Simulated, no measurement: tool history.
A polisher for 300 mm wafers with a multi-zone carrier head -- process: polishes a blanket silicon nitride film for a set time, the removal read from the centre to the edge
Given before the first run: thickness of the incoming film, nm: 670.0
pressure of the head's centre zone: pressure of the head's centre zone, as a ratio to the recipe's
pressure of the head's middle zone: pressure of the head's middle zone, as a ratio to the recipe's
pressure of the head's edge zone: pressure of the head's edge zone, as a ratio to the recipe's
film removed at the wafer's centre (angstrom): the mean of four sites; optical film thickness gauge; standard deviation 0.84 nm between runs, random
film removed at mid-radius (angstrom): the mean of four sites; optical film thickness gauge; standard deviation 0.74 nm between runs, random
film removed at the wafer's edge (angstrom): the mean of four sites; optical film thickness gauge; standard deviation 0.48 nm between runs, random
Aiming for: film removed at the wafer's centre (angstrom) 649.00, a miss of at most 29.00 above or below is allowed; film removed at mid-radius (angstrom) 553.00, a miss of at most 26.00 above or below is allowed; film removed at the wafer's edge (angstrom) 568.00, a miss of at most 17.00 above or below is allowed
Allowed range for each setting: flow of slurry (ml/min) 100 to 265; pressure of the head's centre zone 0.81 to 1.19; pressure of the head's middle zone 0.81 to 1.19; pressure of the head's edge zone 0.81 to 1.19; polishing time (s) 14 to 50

run,day,flow of slurry (ml/min),pressure of the head's centre zone,pressure of the head's middle zone,pressure of the head's edge zone,polishing time (s),film removed at the wafer's centre (angstrom),film removed at mid-radius (angstrom),film removed at the wafer's edge (angstrom)
1,0.000,170,1.00,1.00,1.00,32,412.40,418.61,418.45
2,0.067,185,1.06,1.01,1.04,34,480.54,445.93,448.44
3,0.254,165,1.06,1.01,1.04,34,459.47,443.65,438.70
4,0.446,165,1.06,1.01,0.96,34,458.73,440.37,426.12
5,0.679,165,1.06,0.95,0.96,34,455.27,410.49,429.67
6,0.925,185,1.07,0.97,1.00,36,506.99,445.59,462.80
7,1.112,195,1.08,0.98,1.03,38,545.57,492.81,503.02
8,1.217,205,1.10,0.98,1.06,39,579.52,515.09,524.20
9,1.567,215,1.11,0.98,1.08,39,580.92,515.39,532.41
10,1.879,220,1.13,0.98,1.09,40,616.02,536.61,536.91
11,1.942,225,1.13,0.97,1.10,40,622.26,526.67,548.10

Exercise: of the 4 proposed moves below, exactly one satisfies all targets within the stated allowed misses. Which move is it?
A,2.004,175,1.18,1.00,1.11,42,?,?,?
B,2.004,235,1.16,0.99,1.05,39,?,?,?
C,2.004,175,1.16,0.92,1.14,39,?,?,?
D,2.004,130,1.09,0.93,1.16,43,?,?,?

move,film removed at the wafer's centre (angstrom),film removed at mid-radius (angstrom),film removed at the wafer's edge (angstrom)
A,660.14,546.57,560.55
B,632.61,525.75,526.27
C,602.19,473.28,526.64
D,582.71,496.07,559.91
A: every result within its allowed miss
B: the biggest miss grows against the last run
C: the biggest miss grows against the last run
D: brings the result that was furthest off to its target, and leaves another outside
Move A is the one to make.
